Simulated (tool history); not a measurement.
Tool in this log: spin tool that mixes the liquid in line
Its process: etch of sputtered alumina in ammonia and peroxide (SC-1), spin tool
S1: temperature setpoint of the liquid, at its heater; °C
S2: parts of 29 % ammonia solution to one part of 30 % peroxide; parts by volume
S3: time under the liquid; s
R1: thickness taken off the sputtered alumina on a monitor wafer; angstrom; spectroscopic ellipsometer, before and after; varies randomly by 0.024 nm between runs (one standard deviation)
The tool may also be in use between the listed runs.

run,day,S1,S2,S3,R1
1,0.000,59.0,0.40,100,88.181
2,0.250,56.5,0.40,100,77.007
3,0.508,54.5,0.40,100,70.116
4,0.858,54.5,0.55,100,72.077
5,1.058,53.0,0.55,100,66.221
6,1.104,52.0,0.55,100,62.601

Forecast run 7:
7,1.296,51.0,0.55,100,?

Run 7 yielded R1 59.669 angstrom.

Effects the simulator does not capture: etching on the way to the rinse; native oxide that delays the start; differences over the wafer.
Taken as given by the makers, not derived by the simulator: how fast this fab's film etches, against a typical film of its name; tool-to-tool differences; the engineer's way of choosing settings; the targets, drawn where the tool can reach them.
